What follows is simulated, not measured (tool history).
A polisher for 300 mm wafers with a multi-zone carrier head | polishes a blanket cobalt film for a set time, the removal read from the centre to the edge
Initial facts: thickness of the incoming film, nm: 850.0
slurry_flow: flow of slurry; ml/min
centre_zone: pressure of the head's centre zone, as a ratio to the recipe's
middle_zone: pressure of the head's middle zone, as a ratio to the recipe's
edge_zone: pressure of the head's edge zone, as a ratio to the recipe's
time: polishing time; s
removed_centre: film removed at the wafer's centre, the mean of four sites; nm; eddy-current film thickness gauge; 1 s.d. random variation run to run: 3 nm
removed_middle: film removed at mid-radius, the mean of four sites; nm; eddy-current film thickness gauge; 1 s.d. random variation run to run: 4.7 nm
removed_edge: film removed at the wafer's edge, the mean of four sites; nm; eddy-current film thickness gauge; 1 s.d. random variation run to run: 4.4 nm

Run 1, day 0: slurry_flow 245 ml/min, centre_zone 1, middle_zone 1, edge_zone 1, time 40 s. Result: removed_centre 326.35 nm, removed_middle 321.19 nm, removed_edge 339.65 nm.
Run 2, day 0.246: slurry_flow 245 ml/min, centre_zone 1, middle_zone 0.93, edge_zone 1, time 40 s. Result: removed_centre 326.39 nm, removed_middle 304.15 nm, removed_edge 337.63 nm.
Run 3, day 0.317: slurry_flow 245 ml/min, centre_zone 0.97, middle_zone 0.96, edge_zone 0.97, time 40 s. Result: removed_centre 324.65 nm, removed_middle 305.87 nm, removed_edge 335.2 nm.
Run 4, day 0.354: slurry_flow 245 ml/min, centre_zone 0.97, middle_zone 0.96, edge_zone 0.97, time 31 s. Result: removed_centre 245.45 nm, removed_middle 233.11 nm, removed_edge 257.16 nm.
Run 5, day 0.379: slurry_flow 245 ml/min, centre_zone 1.03, middle_zone 0.96, edge_zone 0.97, time 31 s. Result: removed_centre 264.63 nm, removed_middle 240.52 nm, removed_edge 261.14 nm.
Run 6, day 0.729: slurry_flow 250 ml/min, centre_zone 1.02, middle_zone 1.01, edge_zone 0.99, time 32 s. Result: removed_centre 264.27 nm, removed_middle 260.17 nm, removed_edge 273 nm.
Run 7, day 0.85: slurry_flow 275 ml/min, centre_zone 1.01, middle_zone 1.11, edge_zone 1.02, time 35 s. Result: removed_centre 296.84 nm, removed_middle 313.63 nm, removed_edge 304.71 nm.

The next listed run, before its measurement:
Run 8, day 1.192: slurry_flow 270 ml/min, centre_zone 0.99, middle_zone 1.13, edge_zone 1.02, time 35 s. Result: removed_centre ?, removed_middle ?, removed_edge ?.

removed_centre: 283.8 nm
removed_middle: 311.69 nm
removed_edge: 289.34 nm
